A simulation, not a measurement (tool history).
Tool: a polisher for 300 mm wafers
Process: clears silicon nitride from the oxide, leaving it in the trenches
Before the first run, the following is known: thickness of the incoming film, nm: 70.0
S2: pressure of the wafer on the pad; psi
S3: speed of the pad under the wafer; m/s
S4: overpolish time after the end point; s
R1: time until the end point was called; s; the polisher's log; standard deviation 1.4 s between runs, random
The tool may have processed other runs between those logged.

run 1 hour=0.0 | flow_of_slurry_(ml/min)=305 S2=2.2 S3=0.78 S4=28 | R1=124.680
run 2 hour=7.6 | flow_of_slurry_(ml/min)=305 S2=2.2 S3=0.66 S4=28 | R1=151.560
run 3 hour=13.7 | flow_of_slurry_(ml/min)=305 S2=1.8 S3=0.66 S4=28 | R1=185.020
run 4 hour=20.4 | flow_of_slurry_(ml/min)=345 S2=1.8 S3=0.66 S4=28 | R1=184.540
run 5 hour=24.2 | flow_of_slurry_(ml/min)=345 S2=2.2 S3=0.66 S4=28 | R1=147.250
run 6 hour=27.3 | flow_of_slurry_(ml/min)=345 S2=2.2 S3=0.54 S4=28 | R1=176.890
run 7 hour=31.5 | flow_of_slurry_(ml/min)=345 S2=2.5 S3=0.56 S4=28 | R1=158.060
run 8 hour=39.7 | flow_of_slurry_(ml/min)=355 S2=3.1 S3=0.78 S4=28 | R1=90.569
run 9 hour=45.3 | flow_of_slurry_(ml/min)=355 S2=3.1 S3=0.78 S4=28 | R1=90.196

Expected results for the next run?
run 10 hour=49.2 | flow_of_slurry_(ml/min)=355 S2=3.2 S3=0.78 S4=28 | R1=?

Run 10 produced R1 88.352 s.
